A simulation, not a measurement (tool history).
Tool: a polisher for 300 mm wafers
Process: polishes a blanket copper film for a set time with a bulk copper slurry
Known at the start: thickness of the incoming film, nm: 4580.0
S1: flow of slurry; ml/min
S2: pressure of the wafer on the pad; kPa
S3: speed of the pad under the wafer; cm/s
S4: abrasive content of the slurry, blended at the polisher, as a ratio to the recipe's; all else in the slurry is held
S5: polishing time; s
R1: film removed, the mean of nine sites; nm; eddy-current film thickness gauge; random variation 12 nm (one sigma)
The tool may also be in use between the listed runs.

Run 1, day 0.000: S1 190 ml/min, S2 22.8 kPa, S3 106 cm/s, S4 1.0, S5 59 s. Result: R1 633.68 nm.
Run 2, day 0.362: S1 190 ml/min, S2 24.1 kPa, S3 106 cm/s, S4 1.0, S5 59 s. Result: R1 680.44 nm.
Run 3, day 0.404: S1 190 ml/min, S2 24.1 kPa, S3 90 cm/s, S4 1.0, S5 59 s. Result: R1 597.27 nm.
Run 4, day 0.442: S1 190 ml/min, S2 25.5 kPa, S3 90 cm/s, S4 1.0, S5 59 s. Result: R1 625.17 nm.
Run 5, day 0.592: S1 190 ml/min, S2 25.5 kPa, S3 108 cm/s, S4 1.0, S5 59 s. Result: R1 704.01 nm.
Run 6, day 0.929: S1 190 ml/min, S2 25.5 kPa, S3 108 cm/s, S4 1.1, S5 59 s. Result: R1 735.22 nm.
Run 7, day 1.238: S1 190 ml/min, S2 26.9 kPa, S3 108 cm/s, S4 1.1, S5 59 s. Result: R1 757.20 nm.
Run 8, day 1.538: S1 190 ml/min, S2 28.3 kPa, S3 108 cm/s, S4 1.1, S5 59 s. Result: R1 801.14 nm.
Run 9, day 1.612: S1 190 ml/min, S2 29.0 kPa, S3 108 cm/s, S4 1.1, S5 59 s. Result: R1 791.05 nm.

The next listed run, before its measurement:
Run 10, day 1.712: S1 190 ml/min, S2 29.6 kPa, S3 108 cm/s, S4 1.1, S5 59 s. Result: R1 ?.

Run 10 gave R1 825.98 nm.

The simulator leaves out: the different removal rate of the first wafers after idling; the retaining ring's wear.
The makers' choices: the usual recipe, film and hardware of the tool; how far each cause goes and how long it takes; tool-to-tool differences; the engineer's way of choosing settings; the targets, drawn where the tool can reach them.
